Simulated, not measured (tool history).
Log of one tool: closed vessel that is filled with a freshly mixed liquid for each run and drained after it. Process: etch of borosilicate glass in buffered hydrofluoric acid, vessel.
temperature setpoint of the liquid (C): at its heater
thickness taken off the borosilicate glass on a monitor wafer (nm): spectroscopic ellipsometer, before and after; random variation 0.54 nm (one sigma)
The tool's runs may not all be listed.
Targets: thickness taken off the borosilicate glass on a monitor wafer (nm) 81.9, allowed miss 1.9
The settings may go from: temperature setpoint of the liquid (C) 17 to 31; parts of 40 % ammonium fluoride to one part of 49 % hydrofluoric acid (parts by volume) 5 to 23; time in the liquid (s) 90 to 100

| run | day | temperature setpoint of the liquid (C) | parts of 40 % ammonium fluoride to one part of 49 % hydrofluoric acid (parts by volume) | time in the liquid (s) | thickness taken off the borosilicate glass on a monitor wafer (nm) |
|---|---|---|---|---|---|
| 1 | 0 | 23 | 14 | 90 | 72.26 |
| 2 | 0.096 | 21.5 | 14 | 90 | 66.463 |
| 3 | 0.379 | 22.5 | 14 | 90 | 70.317 |
| 4 | 0.621 | 22.5 | 14 | 90 | 70.807 |
| 5 | 0.908 | 20 | 14 | 90 | 61.505 |
| 6 | 0.971 | 20 | 16 | 90 | 54.144 |
| 7 | 1.242 | 22.5 | 16 | 90 | 61.684 |
| 8 | 1.383 | 24 | 16 | 90 | 66.728 |
| 9 | 1.471 | 25 | 16 | 90 | 69.487 |
| 10 | 1.858 | 26 | 16 | 90 | 74.546 |

Which of these 4 next moves meets every target?
| A | 2.246 | 26 | 14.5 | 95 | ? |
| B | 2.246 | 27 | 15 | 95 | ? |
| C | 2.246 | 25.5 | 16.5 | 90 | ? |
| D | 2.246 | 24.5 | 13.5 | 90 | ? |

| move | thickness taken off the borosilicate glass on a monitor wafer (nm) |
|---|---|
| A | 87.712 |
| B | 89.428 |
| C | 71.207 |
| D | 82.333 |
A: takes the result that was furthest off past its target
B: takes the result that was furthest off past its target
C: further off than the last run
D: meets every target
The right move is D.
